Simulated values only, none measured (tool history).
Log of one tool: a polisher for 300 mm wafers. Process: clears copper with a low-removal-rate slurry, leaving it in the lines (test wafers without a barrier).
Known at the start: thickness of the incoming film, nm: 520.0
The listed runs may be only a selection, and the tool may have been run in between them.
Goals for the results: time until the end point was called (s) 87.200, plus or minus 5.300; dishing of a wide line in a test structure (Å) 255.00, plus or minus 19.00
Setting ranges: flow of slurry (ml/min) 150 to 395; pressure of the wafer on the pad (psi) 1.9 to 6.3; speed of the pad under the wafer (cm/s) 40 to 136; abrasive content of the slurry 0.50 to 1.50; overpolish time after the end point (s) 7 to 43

run,day,flow of slurry (ml/min),pressure of the wafer on the pad (psi),speed of the pad under the wafer (cm/s),abrasive content of the slurry,overpolish time after the end point (s),time until the end point was called (s),dishing of a wide line in a test structure (Å)
1,0.000,250,4.1,88,1.00,22,154.390,261.23
2,0.354,250,4.3,88,1.00,20,143.650,247.96
3,0.525,250,4.5,88,1.00,19,140.160,248.11
4,0.725,210,4.5,88,1.00,19,141.520,245.36
5,1.046,210,4.5,88,1.00,16,137.180,232.77
6,1.142,230,4.5,88,1.00,16,136.350,242.78
7,1.212,230,4.7,88,1.00,15,132.910,233.44
8,1.279,230,4.9,90,1.00,15,126.940,238.93

Which single option among these 5 for the next run brings every result within its allowed miss of target? Just one does.
A,1.346,290,3.4,74,0.95,42,?,?
B,1.346,200,5.9,128,1.10,7,?,?
C,1.346,300,5.2,122,0.90,13,?,?
D,1.346,250,5.9,134,1.00,14,?,?
E,1.346,200,4.3,54,1.10,27,?,?

move,time until the end point was called (s),dishing of a wide line in a test structure (Å)
A,211.230,285.49
B,73.473,214.74
C,86.806,265.70
D,69.671,294.09
E,230.530,237.11
A: further off than the last run
B: takes the result that was furthest off past its target
C: all results in spec
D: takes the result that was furthest off past its target
E: further off than the last run
The right move is C.
